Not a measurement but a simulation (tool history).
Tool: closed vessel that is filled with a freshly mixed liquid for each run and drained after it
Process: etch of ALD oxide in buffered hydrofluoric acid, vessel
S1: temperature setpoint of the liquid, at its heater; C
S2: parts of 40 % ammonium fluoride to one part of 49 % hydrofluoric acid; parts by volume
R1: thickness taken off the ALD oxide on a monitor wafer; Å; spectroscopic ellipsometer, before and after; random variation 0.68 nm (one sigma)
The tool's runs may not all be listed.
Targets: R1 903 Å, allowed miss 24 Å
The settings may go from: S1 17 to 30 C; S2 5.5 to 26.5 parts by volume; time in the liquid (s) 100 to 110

{"run": 1, "hour": 0.0, "S1": 22, "S2": 16, "time in the liquid (s)": 100, "R1": 739.66}
{"run": 2, "hour": 6.7, "S1": 22, "S2": 16, "time in the liquid (s)": 100, "R1": 743.12}
{"run": 3, "hour": 12.1, "S1": 22, "S2": 16, "time in the liquid (s)": 100, "R1": 738.69}
{"run": 4, "hour": 20.0, "S1": 22.5, "S2": 16, "time in the liquid (s)": 100, "R1": 752.57}
{"run": 5, "hour": 25.2, "S1": 23, "S2": 16, "time in the liquid (s)": 100, "R1": 781.6}
{"run": 6, "hour": 31.1, "S1": 23, "S2": 19.5, "time in the liquid (s)": 100, "R1": 638.28}
{"run": 7, "hour": 32.8, "S1": 24, "S2": 19.5, "time in the liquid (s)": 100, "R1": 665.78}
{"run": 8, "hour": 37.0, "S1": 25, "S2": 19.5, "time in the liquid (s)": 100, "R1": 707.65}
{"run": 9, "hour": 38.9, "S1": 25.5, "S2": 19.5, "time in the liquid (s)": 100, "R1": 737.04}
{"run": 10, "hour": 45.7, "S1": 26, "S2": 19.5, "time in the liquid (s)": 100, "R1": 741.22}
{"run": 11, "hour": 47.2, "S1": 26.5, "S2": 19.5, "time in the liquid (s)": 100, "R1": 768.27}

Which of these 4 next moves meets every target?
{"run": "A", "hour": 48.7, "S1": 26, "S2": 18, "time in the liquid (s)": 110, "R1": "?"}
{"run": "B", "hour": 48.7, "S1": 27.5, "S2": 20.5, "time in the liquid (s)": 110, "R1": "?"}
{"run": "C", "hour": 48.7, "S1": 26, "S2": 18.5, "time in the liquid (s)": 105, "R1": "?"}
{"run": "D", "hour": 48.7, "S1": 26.5, "S2": 18, "time in the liquid (s)": 100, "R1": "?"}

move=A R1=895.15
move=B R1=853.72
move=C R1=831.73
move=D R1=835.99
A: meets every target
B: nearer than the last run, and not there yet
C: nearer than the last run, and not there yet
D: nearer than the last run, and not there yet
The right move is A.
